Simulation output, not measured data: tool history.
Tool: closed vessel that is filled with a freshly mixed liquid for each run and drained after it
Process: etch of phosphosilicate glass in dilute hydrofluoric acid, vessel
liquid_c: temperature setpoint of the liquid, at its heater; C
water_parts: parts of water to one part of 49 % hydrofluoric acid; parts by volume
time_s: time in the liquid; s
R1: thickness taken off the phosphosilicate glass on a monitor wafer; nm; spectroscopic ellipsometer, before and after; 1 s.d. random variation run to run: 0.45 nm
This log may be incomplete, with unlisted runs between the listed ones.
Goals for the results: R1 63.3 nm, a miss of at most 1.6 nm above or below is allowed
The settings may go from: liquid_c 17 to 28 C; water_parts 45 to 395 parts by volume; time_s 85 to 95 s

{"run": 1, "hour": 0.0, "liquid_c": 20, "water_parts": 220, "time_s": 85, "R1": 35.806}
{"run": 2, "hour": 7.5, "liquid_c": 20, "water_parts": 250, "time_s": 85, "R1": 29.949}
{"run": 3, "hour": 8.8, "liquid_c": 20, "water_parts": 305, "time_s": 85, "R1": 23.601}
{"run": 4, "hour": 15.3, "liquid_c": 22, "water_parts": 270, "time_s": 85, "R1": 29.642}
{"run": 5, "hour": 19.4, "liquid_c": 23.5, "water_parts": 240, "time_s": 85, "R1": 36.415}
{"run": 6, "hour": 20.8, "liquid_c": 23.5, "water_parts": 165, "time_s": 85, "R1": 57.265}
{"run": 7, "hour": 22.7, "liquid_c": 24, "water_parts": 165, "time_s": 85, "R1": 58.912}
{"run": 8, "hour": 28.3, "liquid_c": 24.5, "water_parts": 165, "time_s": 85, "R1": 58.988}
{"run": 9, "hour": 36.1, "liquid_c": 25, "water_parts": 165, "time_s": 85, "R1": 60.205}
{"run": 10, "hour": 41.4, "liquid_c": 25.5, "water_parts": 165, "time_s": 85, "R1": 61.624}

Which of these 5 next moves meets every target?
{"run": "A", "hour": 46.7, "liquid_c": 22, "water_parts": 135, "time_s": 85, "R1": "?"}
{"run": "B", "hour": 46.7, "liquid_c": 27, "water_parts": 175, "time_s": 90, "R1": "?"}
{"run": "C", "hour": 46.7, "liquid_c": 23.5, "water_parts": 140, "time_s": 85, "R1": "?"}
{"run": "D", "hour": 46.7, "liquid_c": 26, "water_parts": 170, "time_s": 85, "R1": "?"}
{"run": "E", "hour": 46.7, "liquid_c": 24.5, "water_parts": 145, "time_s": 85, "R1": "?"}

move=A R1=68.157
move=B R1=64.265
move=C R1=69.295
move=D R1=60.586
move=E R1=69.126
A: takes the result that was furthest off past its target
B: each result inside its tolerance
C: takes the result that was furthest off past its target
D: lands further from the targets than the last run did
E: takes the result that was furthest off past its target
The right move is B.
